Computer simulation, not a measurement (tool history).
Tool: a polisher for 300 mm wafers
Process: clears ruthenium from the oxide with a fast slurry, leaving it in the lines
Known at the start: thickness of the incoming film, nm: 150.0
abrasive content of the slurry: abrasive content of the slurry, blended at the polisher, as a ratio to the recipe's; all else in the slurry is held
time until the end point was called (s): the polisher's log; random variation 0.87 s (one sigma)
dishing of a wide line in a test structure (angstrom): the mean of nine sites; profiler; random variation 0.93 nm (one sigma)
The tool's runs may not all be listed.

run	hour	flow of slurry (ml/min)	pressure of the wafer on the pad (psi)	speed of the pad under the wafer (cm/s)	abrasive content of the slurry	overpolish time after the end point (s)	time until the end point was called (s)	dishing of a wide line in a test structure (angstrom)
1	0.0	310	3.4	76	1.00	14	36.432	452.64
2	5.1	270	3.4	76	1.00	14	37.163	458.59
3	5.7	270	3.4	76	0.90	14	37.809	429.62
4	7.4	270	3.4	76	0.90	11	39.423	340.68
5	13.4	195	3.4	76	0.90	11	40.164	323.07
6	14.1	200	3.1	76	0.95	13	41.890	376.95

Forecast run 7:
7	15.5	200	2.8	76	0.95	14	?	?

{"run 7": {"time until the end point was called (s)": 45.815, "dishing of a wide line in a test structure (angstrom)": 375.91}}
